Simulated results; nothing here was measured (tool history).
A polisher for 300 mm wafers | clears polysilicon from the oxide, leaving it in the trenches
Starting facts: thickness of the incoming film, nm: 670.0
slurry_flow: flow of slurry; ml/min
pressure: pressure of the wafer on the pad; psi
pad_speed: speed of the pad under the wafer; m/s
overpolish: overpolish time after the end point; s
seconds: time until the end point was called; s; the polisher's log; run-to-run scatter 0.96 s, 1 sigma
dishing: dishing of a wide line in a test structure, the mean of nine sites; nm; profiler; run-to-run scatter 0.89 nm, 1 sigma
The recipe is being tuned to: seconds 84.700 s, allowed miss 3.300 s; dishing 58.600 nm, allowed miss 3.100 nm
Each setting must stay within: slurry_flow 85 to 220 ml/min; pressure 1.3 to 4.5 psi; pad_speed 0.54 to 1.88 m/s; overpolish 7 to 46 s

| run | hour | slurry_flow | pressure | pad_speed | overpolish | seconds | dishing |
|---|---|---|---|---|---|---|---|
| 1 | 0.0 | 140 | 2.9 | 1.20 | 24 | 45.501 | 61.049 |
| 2 | 7.1 | 140 | 2.6 | 1.20 | 22 | 48.675 | 61.010 |
| 3 | 10.0 | 140 | 2.6 | 1.20 | 19 | 49.863 | 62.479 |
| 4 | 13.9 | 115 | 2.6 | 1.20 | 19 | 51.988 | 60.007 |
| 5 | 15.9 | 115 | 2.6 | 1.20 | 9 | 51.762 | 53.822 |
| 6 | 16.7 | 115 | 2.4 | 1.20 | 10 | 56.087 | 53.555 |
| 7 | 24.6 | 115 | 2.2 | 1.20 | 12 | 60.306 | 57.803 |
| 8 | 29.9 | 110 | 2.1 | 1.20 | 11 | 64.810 | 54.907 |
| 9 | 33.5 | 110 | 2.0 | 1.20 | 12 | 65.174 | 54.233 |
| 10 | 38.5 | 110 | 1.9 | 1.20 | 14 | 68.508 | 55.940 |
| 11 | 41.2 | 110 | 1.8 | 1.20 | 15 | 72.218 | 55.475 |
| 12 | 45.5 | 110 | 1.7 | 1.20 | 17 | 77.381 | 56.720 |
| 13 | 52.5 | 110 | 1.7 | 1.20 | 18 | 73.476 | 57.647 |
| 14 | 58.9 | 110 | 1.6 | 1.20 | 19 | 79.908 | 57.561 |
| 15 | 59.9 | 110 | 1.6 | 1.20 | 20 | 78.589 | 57.687 |
| 16 | 68.5 | 110 | 1.6 | 1.20 | 21 | 79.405 | 57.835 |
| 17 | 75.0 | 110 | 1.6 | 1.20 | 22 | 79.514 | 58.761 |

Of the 4 settings listed for the next run, only one would bring every result within its allowed miss of target. Which one?
| A | 81.5 | 110 | 1.6 | 1.32 | 18 | ? | ? |
| B | 81.5 | 170 | 1.6 | 1.14 | 25 | ? | ? |
| C | 81.5 | 95 | 1.3 | 1.38 | 23 | ? | ? |
| D | 81.5 | 110 | 1.6 | 1.30 | 23 | ? | ? |

| move | seconds | dishing |
|---|---|---|
| A | 72.097 | 59.456 |
| B | 75.850 | 61.483 |
| C | 85.352 | 60.147 |
| D | 73.175 | 61.227 |
A: further off than the last run
B: further off than the last run
C: every result within its allowed miss
D: further off than the last run
The move that meets every target is C.

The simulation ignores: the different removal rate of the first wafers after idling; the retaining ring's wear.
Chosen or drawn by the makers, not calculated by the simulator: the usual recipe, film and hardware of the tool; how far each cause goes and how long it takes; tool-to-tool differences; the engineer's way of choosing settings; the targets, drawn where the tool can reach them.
